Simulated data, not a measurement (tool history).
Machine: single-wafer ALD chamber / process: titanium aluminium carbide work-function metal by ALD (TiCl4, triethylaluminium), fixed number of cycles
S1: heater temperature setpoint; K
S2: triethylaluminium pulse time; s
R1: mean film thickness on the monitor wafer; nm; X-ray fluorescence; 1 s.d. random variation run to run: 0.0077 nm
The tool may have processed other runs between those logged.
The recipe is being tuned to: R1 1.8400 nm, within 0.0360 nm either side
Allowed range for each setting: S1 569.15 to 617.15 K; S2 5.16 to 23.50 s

{"run": 1, "hour": 0.0, "S1": 593.15, "S2": 14.33, "R1": 2.0833}
{"run": 2, "hour": 4.4, "S1": 587.15, "S2": 12.15, "R1": 2.0007}
{"run": 3, "hour": 6.5, "S1": 583.15, "S2": 11.62, "R1": 1.9532}
{"run": 4, "hour": 10.9, "S1": 580.15, "S2": 11.29, "R1": 1.9408}
{"run": 5, "hour": 11.8, "S1": 580.15, "S2": 12.84, "R1": 1.9507}
{"run": 6, "hour": 13.1, "S1": 580.15, "S2": 9.01, "R1": 1.9204}
{"run": 7, "hour": 20.9, "S1": 578.15, "S2": 8.71, "R1": 1.8842}
{"run": 8, "hour": 26.8, "S1": 577.15, "S2": 8.53, "R1": 1.8859}

Consider the 4 candidate settings below. Which is the only one whose results all fall within their allowed miss of target?
{"run": "A", "hour": 32.7, "S1": 577.15, "S2": 9.92, "R1": "?"}
{"run": "B", "hour": 32.7, "S1": 587.15, "S2": 11.61, "R1": "?"}
{"run": "C", "hour": 32.7, "S1": 580.15, "S2": 8.77, "R1": "?"}
{"run": "D", "hour": 32.7, "S1": 573.15, "S2": 8.43, "R1": "?"}

move=A R1=1.8834
move=B R1=1.9901
move=C R1=1.8988
move=D R1=1.8302
A: closes in on the targets versus the last run, not all within tolerance yet
B: the biggest miss grows against the last run
C: the biggest miss grows against the last run
D: each result inside its tolerance
Go with D: it meets all targets.
